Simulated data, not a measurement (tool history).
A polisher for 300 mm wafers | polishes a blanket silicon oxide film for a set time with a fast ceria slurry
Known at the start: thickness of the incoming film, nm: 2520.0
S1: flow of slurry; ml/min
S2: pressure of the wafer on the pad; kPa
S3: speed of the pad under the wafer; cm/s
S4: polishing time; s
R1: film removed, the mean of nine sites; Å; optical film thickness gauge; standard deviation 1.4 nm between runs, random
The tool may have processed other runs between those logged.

run  hour   S1    S2   S3  S4      R1
  1   0.0  230  19.3  102  19  2960.3
  2   6.5  260  19.3  102  19  2986.2
  3  10.3  260  16.5  102  19  2677.3
  4  17.2  255  14.5  100  19  2358.2
  5  20.4  255  11.7  100  19  1989.7
  6  23.7  255  11.7  126  19  2482.0
  7  30.6  245  11.0  120  19  2252.4

Estimate the outcome of run 8 from the log above:
  8  37.5  230  10.3  116  19   ?

Run 8 yielded R1 2026.9 Å.
